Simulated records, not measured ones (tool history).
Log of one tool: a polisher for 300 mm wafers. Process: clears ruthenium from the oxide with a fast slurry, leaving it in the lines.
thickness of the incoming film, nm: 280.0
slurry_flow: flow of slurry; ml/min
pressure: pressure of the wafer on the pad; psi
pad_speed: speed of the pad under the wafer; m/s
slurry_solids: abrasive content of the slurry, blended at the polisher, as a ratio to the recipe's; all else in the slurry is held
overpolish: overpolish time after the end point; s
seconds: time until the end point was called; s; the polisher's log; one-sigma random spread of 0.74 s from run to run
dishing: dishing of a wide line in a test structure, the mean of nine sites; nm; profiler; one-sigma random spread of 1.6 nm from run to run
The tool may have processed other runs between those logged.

Run 1, hour 0: slurry_flow 220 ml/min, pressure 3 psi, pad_speed 1.06 m/s, slurry_solids 1, overpolish 13 s. Result: seconds 52.848 s, dishing 48.376 nm.
Run 2, hour 6.3: slurry_flow 220 ml/min, pressure 3 psi, pad_speed 0.8 m/s, slurry_solids 1, overpolish 13 s. Result: seconds 64.886 s, dishing 38.845 nm.
Run 3, hour 11.2: slurry_flow 220 ml/min, pressure 3.2 psi, pad_speed 0.82 m/s, slurry_solids 1, overpolish 14 s. Result: seconds 61.129 s, dishing 43.718 nm.
Run 4, hour 18.7: slurry_flow 220 ml/min, pressure 3.2 psi, pad_speed 0.82 m/s, slurry_solids 1, overpolish 9 s. Result: seconds 59.809 s, dishing 30.309 nm.
Run 5, hour 23: slurry_flow 220 ml/min, pressure 2.7 psi, pad_speed 0.82 m/s, slurry_solids 1, overpolish 9 s. Result: seconds 72.704 s, dishing 26.435 nm.
Run 6, hour 24.7: slurry_flow 265 ml/min, pressure 2.7 psi, pad_speed 0.82 m/s, slurry_solids 1, overpolish 9 s. Result: seconds 68.828 s, dishing 26.665 nm.
Run 7, hour 25.3: slurry_flow 255 ml/min, pressure 2.9 psi, pad_speed 0.88 m/s, slurry_solids 1, overpolish 11 s. Result: seconds 62.52 s, dishing 35.638 nm.
Run 8, hour 30.5: slurry_flow 255 ml/min, pressure 3.1 psi, pad_speed 0.9 m/s, slurry_solids 1, overpolish 13 s. Result: seconds 57.373 s, dishing 42.538 nm.
Run 9, hour 32.5: slurry_flow 255 ml/min, pressure 3.2 psi, pad_speed 0.92 m/s, slurry_solids 1, overpolish 15 s. Result: seconds 54.518 s, dishing 54.278 nm.
Run 10, hour 34: slurry_flow 255 ml/min, pressure 3.3 psi, pad_speed 0.94 m/s, slurry_solids 1, overpolish 16 s. Result: seconds 52.57 s, dishing 60.735 nm.

Run 11 comes next. What will it give?
Run 11, hour 40.3: slurry_flow 255 ml/min, pressure 3.4 psi, pad_speed 0.94 m/s, slurry_solids 1, overpolish 17 s. Result: seconds ?, dishing ?.

For run 11 the tool returned seconds 53.406 s, dishing 62.214 nm.
